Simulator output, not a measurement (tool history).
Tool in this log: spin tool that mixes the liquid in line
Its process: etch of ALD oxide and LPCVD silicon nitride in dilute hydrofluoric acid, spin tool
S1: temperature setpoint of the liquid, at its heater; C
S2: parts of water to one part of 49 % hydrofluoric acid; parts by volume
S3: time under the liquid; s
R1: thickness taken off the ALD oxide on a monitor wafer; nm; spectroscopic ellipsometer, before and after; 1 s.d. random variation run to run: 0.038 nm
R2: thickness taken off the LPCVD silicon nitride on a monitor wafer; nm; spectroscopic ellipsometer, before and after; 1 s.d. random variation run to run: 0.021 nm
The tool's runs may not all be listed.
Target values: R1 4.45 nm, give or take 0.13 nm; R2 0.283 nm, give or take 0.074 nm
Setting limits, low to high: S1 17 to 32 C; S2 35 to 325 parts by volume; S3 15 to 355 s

run	hour	S1	S2	S3	R1	R2
1	0	24	180	180	7.9371	0.4437
2	9	23	190	180	7.1556	0.40799
3	13.2	24.5	190	180	7.5719	0.48192
4	14.8	24.5	170	180	8.7291	0.44175
5	23.2	26.5	170	180	9.1897	0.48943
6	27	25	180	180	8.2516	0.45233
7	33.2	24	190	180	7.4426	0.38688
8	41.4	21.5	260	185	4.7626	0.27596

Of the 4 settings listed for the next run, only one would bring every result within its allowed miss of target. Which one?
A	49.6	25.5	260	160	?	?
B	49.6	25.5	325	200	?	?
C	49.6	24.5	285	185	?	?
D	49.6	24.5	290	195	?	?

move	R1	R2
A	4.7941	0.27499
B	4.4971	0.27551
C	4.7613	0.27297
D	4.9084	0.28283
A: misses by more than the last run did
B: all results in spec
C: as far off as the last run
D: misses by more than the last run did
Answer: B

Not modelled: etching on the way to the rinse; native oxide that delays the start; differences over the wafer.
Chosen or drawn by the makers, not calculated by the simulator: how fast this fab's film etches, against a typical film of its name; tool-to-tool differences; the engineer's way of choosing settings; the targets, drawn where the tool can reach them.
